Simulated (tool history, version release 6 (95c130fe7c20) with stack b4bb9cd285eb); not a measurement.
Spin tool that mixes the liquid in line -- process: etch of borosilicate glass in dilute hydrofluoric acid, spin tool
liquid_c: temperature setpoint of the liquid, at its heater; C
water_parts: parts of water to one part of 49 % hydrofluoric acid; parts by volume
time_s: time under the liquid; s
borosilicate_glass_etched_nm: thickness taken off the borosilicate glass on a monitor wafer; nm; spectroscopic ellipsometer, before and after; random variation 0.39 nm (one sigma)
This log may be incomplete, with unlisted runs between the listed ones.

| run | day | liquid_c | water_parts | time_s | borosilicate_glass_etched_nm |
|---|---|---|---|---|---|
| 1 | 0.000 | 26.0 | 205 | 275 | 38.783 |
| 2 | 0.258 | 27.5 | 190 | 275 | 44.961 |
| 3 | 0.621 | 27.5 | 190 | 295 | 48.121 |
| 4 | 0.975 | 29.0 | 175 | 295 | 56.332 |
| 5 | 1.338 | 30.0 | 165 | 295 | 62.389 |
| 6 | 1.558 | 31.0 | 160 | 295 | 66.877 |
| 7 | 1.854 | 31.0 | 160 | 295 | 67.322 |
| 8 | 2.104 | 31.5 | 155 | 295 | 71.027 |
| 9 | 2.342 | 32.0 | 150 | 295 | 75.392 |
| 10 | 2.542 | 32.5 | 150 | 295 | 76.634 |

What does the tool deliver on the next run?
| 11 | 2.712 | 33.0 | 150 | 295 | ? |

borosilicate_glass_etched_nm: 77.722 nm
